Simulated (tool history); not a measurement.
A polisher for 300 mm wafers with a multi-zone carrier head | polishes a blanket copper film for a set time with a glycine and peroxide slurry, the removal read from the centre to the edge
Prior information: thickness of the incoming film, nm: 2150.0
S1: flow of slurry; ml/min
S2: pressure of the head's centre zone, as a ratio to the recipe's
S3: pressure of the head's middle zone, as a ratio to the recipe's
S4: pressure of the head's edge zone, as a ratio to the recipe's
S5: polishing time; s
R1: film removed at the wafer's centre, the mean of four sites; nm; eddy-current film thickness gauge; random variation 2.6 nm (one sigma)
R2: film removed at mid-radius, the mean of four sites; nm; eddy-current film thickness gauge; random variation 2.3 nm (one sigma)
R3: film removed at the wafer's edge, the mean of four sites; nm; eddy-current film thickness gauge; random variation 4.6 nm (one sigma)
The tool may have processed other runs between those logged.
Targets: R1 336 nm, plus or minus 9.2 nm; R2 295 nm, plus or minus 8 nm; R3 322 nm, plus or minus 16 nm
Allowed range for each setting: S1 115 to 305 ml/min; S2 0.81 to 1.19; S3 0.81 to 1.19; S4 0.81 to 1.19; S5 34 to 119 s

{"run": 1, "hour": 0.0, "S1": 195, "S2": 1, "S3": 1, "S4": 1, "S5": 76, "R1": 236.53, "R2": 225.22, "R3": 230.09}
{"run": 2, "hour": 5.9, "S1": 235, "S2": 1, "S3": 1, "S4": 1, "S5": 76, "R1": 245.9, "R2": 227.12, "R3": 232.22}
{"run": 3, "hour": 12.5, "S1": 235, "S2": 0.97, "S3": 1, "S4": 1, "S5": 76, "R1": 237.1, "R2": 228.82, "R3": 234.94}
{"run": 4, "hour": 16.1, "S1": 235, "S2": 0.99, "S3": 1, "S4": 1.04, "S5": 81, "R1": 258.7, "R2": 245.53, "R3": 257.77}
{"run": 5, "hour": 19.9, "S1": 185, "S2": 0.99, "S3": 1, "S4": 1.04, "S5": 81, "R1": 246.41, "R2": 235.18, "R3": 247.06}
{"run": 6, "hour": 25.7, "S1": 200, "S2": 1.01, "S3": 1.01, "S4": 1.08, "S5": 84, "R1": 266.01, "R2": 248.43, "R3": 260.65}
{"run": 7, "hour": 30.9, "S1": 215, "S2": 1.02, "S3": 1.01, "S4": 1.1, "S5": 87, "R1": 284.79, "R2": 258.33, "R3": 283.11}
{"run": 8, "hour": 39.4, "S1": 230, "S2": 1.03, "S3": 1.03, "S4": 1.12, "S5": 88, "R1": 289.36, "R2": 267.26, "R3": 283.69}
{"run": 9, "hour": 40.1, "S1": 240, "S2": 1.04, "S3": 1.03, "S4": 1.13, "S5": 90, "R1": 303.16, "R2": 276.67, "R3": 298.85}

Exactly one of the 4 candidate moves below puts every result within its allowed miss. Which one?
{"run": "A", "hour": 40.8, "S1": 250, "S2": 0.92, "S3": 0.85, "S4": 1.19, "S5": 100, "R1": "?", "R2": "?", "R3": "?"}
{"run": "B", "hour": 40.8, "S1": 255, "S2": 1.15, "S3": 1.09, "S4": 1.04, "S5": 86, "R1": "?", "R2": "?", "R3": "?"}
{"run": "C", "hour": 40.8, "S1": 265, "S2": 1.07, "S3": 1.02, "S4": 1.18, "S5": 96, "R1": "?", "R2": "?", "R3": "?"}
{"run": "D", "hour": 40.8, "S1": 230, "S2": 1.13, "S3": 0.82, "S4": 1.14, "S5": 99, "R1": "?", "R2": "?", "R3": "?"}

move=A R1=300.26 R2=273.89 R3=334.03
move=B R1=324.64 R2=280.89 R3=268
move=C R1=338.56 R2=300.31 R3=320.31
move=D R1=361.3 R2=261.59 R3=320.91
A: further off than the last run
B: closes in on the targets versus the last run, not all within tolerance yet
C: all results in spec
D: moves the result that the last run missed by most past its target, out the other side
Move C is the one to make.
